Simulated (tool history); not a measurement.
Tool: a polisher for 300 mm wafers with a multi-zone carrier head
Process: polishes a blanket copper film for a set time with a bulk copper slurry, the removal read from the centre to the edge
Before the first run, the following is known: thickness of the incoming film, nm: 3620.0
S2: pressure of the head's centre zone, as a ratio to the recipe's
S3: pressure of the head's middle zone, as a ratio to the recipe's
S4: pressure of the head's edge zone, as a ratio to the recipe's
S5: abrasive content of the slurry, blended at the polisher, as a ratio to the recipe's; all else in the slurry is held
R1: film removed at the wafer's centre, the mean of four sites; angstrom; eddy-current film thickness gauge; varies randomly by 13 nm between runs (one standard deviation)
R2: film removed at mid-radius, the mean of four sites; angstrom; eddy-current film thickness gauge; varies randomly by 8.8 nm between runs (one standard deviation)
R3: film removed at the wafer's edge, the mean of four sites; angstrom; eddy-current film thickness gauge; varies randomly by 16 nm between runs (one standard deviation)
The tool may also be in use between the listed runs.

{"run": 1, "hour": 0.0, "flow of slurry (ml/min)": 260, "S2": 1, "S3": 1, "S4": 1, "S5": 1, "polishing time (s)": 87, "R1": 8270.2, "R2": 8419.6, "R3": 8079.6}
{"run": 2, "hour": 5.3, "flow of slurry (ml/min)": 290, "S2": 1, "S3": 1, "S4": 1, "S5": 1, "polishing time (s)": 87, "R1": 8468.7, "R2": 8505.9, "R3": 8141.9}
{"run": 3, "hour": 6.2, "flow of slurry (ml/min)": 290, "S2": 1, "S3": 1, "S4": 1, "S5": 1, "polishing time (s)": 72, "R1": 6898.9, "R2": 7006.4, "R3": 6694.2}
{"run": 4, "hour": 11.4, "flow of slurry (ml/min)": 290, "S2": 1, "S3": 1, "S4": 1, "S5": 0.8, "polishing time (s)": 72, "R1": 6566.5, "R2": 6573.5, "R3": 6469.1}
{"hour": 19.8, "done": "worn pad replaced by a new one"}
{"run": 5, "hour": 19.8, "flow of slurry (ml/min)": 290, "S2": 1, "S3": 1, "S4": 1, "S5": 0.8, "polishing time (s)": 53, "R1": 5073.9, "R2": 5061.2, "R3": 4813.1}
{"run": 6, "hour": 23.0, "flow of slurry (ml/min)": 305, "S2": 1.05, "S3": 1.01, "S4": 1.03, "S5": 1, "polishing time (s)": 64, "R1": 6909.5, "R2": 6617.5, "R3": 6555.5}
{"run": 7, "hour": 24.0, "flow of slurry (ml/min)": 325, "S2": 1.09, "S3": 1.03, "S4": 1.03, "S5": 1.15, "polishing time (s)": 68, "R1": 7866.3, "R2": 7497.2, "R3": 7007.3}

Predict the results of run 8:
{"run": 8, "hour": 31.3, "flow of slurry (ml/min)": 325, "S2": 1.09, "S3": 1.03, "S4": 1.03, "S5": 1.15, "polishing time (s)": 68, "R1": "?", "R2": "?", "R3": "?"}

{"run 8": {"R1": 7918.3, "R2": 7514.7, "R3": 7229.4}}

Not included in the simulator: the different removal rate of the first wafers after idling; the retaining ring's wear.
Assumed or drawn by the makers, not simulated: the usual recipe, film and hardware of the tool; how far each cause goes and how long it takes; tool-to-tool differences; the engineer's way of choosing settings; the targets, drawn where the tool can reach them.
